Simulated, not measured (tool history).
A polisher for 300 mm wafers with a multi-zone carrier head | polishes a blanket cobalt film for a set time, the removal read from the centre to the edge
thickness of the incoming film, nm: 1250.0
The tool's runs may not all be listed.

run	hour	flow of slurry (ml/min)	pressure of the head's centre zone	pressure of the head's middle zone	pressure of the head's edge zone	polishing time (s)	film removed at the wafer's centre (Å)	film removed at mid-radius (Å)	film removed at the wafer's edge (Å)
1	0	250	1	1	1	34	1488.4	1477.1	1413.7
2	2.8	265	0.99	1.04	1	35	1551.7	1597.9	1481.3
3	6.1	280	0.97	1.07	0.99	36	1558.6	1703	1585.3
4	10.2	280	0.97	1.1	0.95	37	1606.9	1770.2	1545.5
5	17.5	280	0.97	1.14	0.95	37	1619.4	1823.2	1523.6
6	24.1	280	0.97	1.14	0.95	30	1294.3	1475.3	1259.6
7	32.1	290	0.96	1.15	0.94	32	1396.9	1592.1	1324.6
8	38.7	300	0.94	1.16	0.94	34	1445.7	1713.7	1409.9
9	44.6	310	0.93	1.17	0.94	35	1498.6	1767.1	1470.5

The next listed run, before its measurement:
10	49.5	300	0.92	1.17	0.94	36	?	?	?

{"run 10": {"film removed at the wafer's centre (Å)": 1500.6, "film removed at mid-radius (Å)": 1819.6, "film removed at the wafer's edge (Å)": 1488.1}}
